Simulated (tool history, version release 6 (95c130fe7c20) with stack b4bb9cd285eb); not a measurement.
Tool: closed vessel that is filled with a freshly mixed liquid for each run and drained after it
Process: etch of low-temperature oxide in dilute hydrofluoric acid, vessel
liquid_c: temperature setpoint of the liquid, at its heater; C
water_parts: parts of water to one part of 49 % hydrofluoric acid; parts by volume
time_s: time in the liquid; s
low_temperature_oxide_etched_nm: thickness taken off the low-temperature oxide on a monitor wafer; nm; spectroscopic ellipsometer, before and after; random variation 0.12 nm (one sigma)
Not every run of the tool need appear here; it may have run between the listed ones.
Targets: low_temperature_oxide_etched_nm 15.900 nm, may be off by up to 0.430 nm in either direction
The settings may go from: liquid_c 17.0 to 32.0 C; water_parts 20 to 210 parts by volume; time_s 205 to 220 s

run    day  liquid_c  water_parts  time_s  low_temperature_oxide_etched_nm
  1  0.000      24.0          115     205                           30.420
  2  0.283      24.0           85     205                           42.267
  3  0.379      23.5           90     205                           38.913
  4  0.571      23.5          105     205                           32.851
  5  0.850      23.0          110     205                           30.523
  6  1.121      23.0           90     205                           38.069
  7  1.350      22.5           95     205                           34.974
  8  1.538      22.0          100     205                           32.494
  9  1.808      22.0          100     205                           32.294
 10  2.171      21.5          105     205                           30.547
 11  2.275      21.0          110     205                           27.941
 12  2.458      20.5          115     205                           26.096
 13  2.717      20.0          120     205                           24.166
 14  2.912      19.5          125     205                           23.095
 15  3.250      17.0          165     205                           15.159
     3.304  -- thermometer replaced
 16  3.304      17.5          165     205                           16.450

Pick the move, out of 4, that brings all results within their allowed miss; only one does.
  A  3.358      18.5          200     220                                ?
  B  3.358      19.0          190     220                                ?
  C  3.358      17.5          175     205                                ?
  D  3.358      20.0          200     210                                ?

move  low_temperature_oxide_etched_nm
   A                           14.672
   B                           15.902
   C                           15.377
   D                           14.847
A: pushes the last run's worst result past its target
B: hits every target within its allowed miss
C: pushes the last run's worst result past its target
D: pushes the last run's worst result past its target
The move that meets every target is B.

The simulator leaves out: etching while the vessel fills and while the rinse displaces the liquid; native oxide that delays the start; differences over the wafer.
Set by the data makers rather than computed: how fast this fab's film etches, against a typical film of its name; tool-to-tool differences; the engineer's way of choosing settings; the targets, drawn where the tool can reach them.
